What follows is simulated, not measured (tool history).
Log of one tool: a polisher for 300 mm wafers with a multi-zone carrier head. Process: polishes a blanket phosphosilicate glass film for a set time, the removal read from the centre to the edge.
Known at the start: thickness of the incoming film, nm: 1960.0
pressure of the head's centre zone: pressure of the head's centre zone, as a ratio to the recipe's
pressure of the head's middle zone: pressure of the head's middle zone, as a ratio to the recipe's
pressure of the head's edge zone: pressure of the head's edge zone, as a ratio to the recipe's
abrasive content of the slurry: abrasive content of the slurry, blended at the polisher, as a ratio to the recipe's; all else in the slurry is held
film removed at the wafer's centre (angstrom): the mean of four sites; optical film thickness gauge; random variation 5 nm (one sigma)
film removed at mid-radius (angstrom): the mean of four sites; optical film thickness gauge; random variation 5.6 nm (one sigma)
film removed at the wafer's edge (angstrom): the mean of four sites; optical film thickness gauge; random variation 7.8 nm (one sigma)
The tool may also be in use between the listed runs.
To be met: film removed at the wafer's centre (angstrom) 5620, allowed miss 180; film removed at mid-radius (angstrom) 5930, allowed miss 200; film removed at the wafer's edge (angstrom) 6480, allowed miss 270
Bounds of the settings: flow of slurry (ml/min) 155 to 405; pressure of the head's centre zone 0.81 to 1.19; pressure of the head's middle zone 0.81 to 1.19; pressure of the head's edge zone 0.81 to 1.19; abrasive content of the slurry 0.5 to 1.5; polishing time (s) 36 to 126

run    day  flow of slurry (ml/min)  pressure of the head's centre zone  pressure of the head's middle zone  pressure of the head's edge zone  abrasive content of the slurry  polishing time (s)  film removed at the wafer's centre (angstrom)  film removed at mid-radius (angstrom)  film removed at the wafer's edge (angstrom)
  1      0                      260                                   1                                   1                                 1                               1                  81                                         4914.1                                 4862.7                                       4741.8
  2  0.275                      260                                0.99                                   1                              1.02                            1.05                  81                                         4875.2                                 4990.5                                       4889.3
  3  0.558                      260                                0.99                                0.99                              1.04                             1.1                  81                                         4907.9                                 5053.9                                       4951.5
  4  0.912                      260                                0.99                                0.97                              1.06                            1.15                  82                                         5044.1                                   5081                                       5210.3
  5   0.95                      260                                0.99                                0.97                              1.07                             1.2                  82                                         5144.5                                 5170.1                                       5217.9
  6  1.254                      260                                0.98                                0.96                              1.08                            1.25                  83                                         5250.8                                 5145.8                                       5323.8
     1.508  -- edge zone pressure recalibrated
  7  1.508                      260                                0.97                                0.96                              1.09                             1.3                  84                                           5264                                 5358.5                                       5736.2
  8    1.7                      265                                0.97                                0.96                               1.1                             1.3                  84                                         5312.8                                 5312.1                                       5860.2

Which of these 5 next moves meets every target?
  A  1.892                      270                                0.96                                1.09                              1.05                            1.45                  87                                              ?                                      ?                                            ?
  B  1.892                      250                                0.98                                0.93                               1.1                            1.25                  98                                              ?                                      ?                                            ?
  C  1.892                      260                                0.93                                1.09                              1.13                             1.2                  95                                              ?                                      ?                                            ?
  D  1.892                      245                                0.94                                0.98                              1.12                             1.3                  93                                              ?                                      ?                                            ?
  E  1.892                      265                                0.98                                0.95                              1.11                            1.35                  93                                              ?                                      ?                                            ?

move  film removed at the wafer's centre (angstrom)  film removed at mid-radius (angstrom)  film removed at the wafer's edge (angstrom)
   A                                         5645.5                                 6390.8                                       5983.6
   B                                         6142.5                                 5966.5                                       6560.9
   C                                         5612.9                                 6563.7                                       6372.5
   D                                           5643                                 5973.4                                       6340.1
   E                                         6011.9                                 5939.3                                         6432
A: takes the result that was furthest off past its target
B: brings the result that was furthest off to its target, and leaves another outside
C: takes the result that was furthest off past its target
D: meets every target
E: brings the result that was furthest off to its target, and leaves another outside
Answer: D
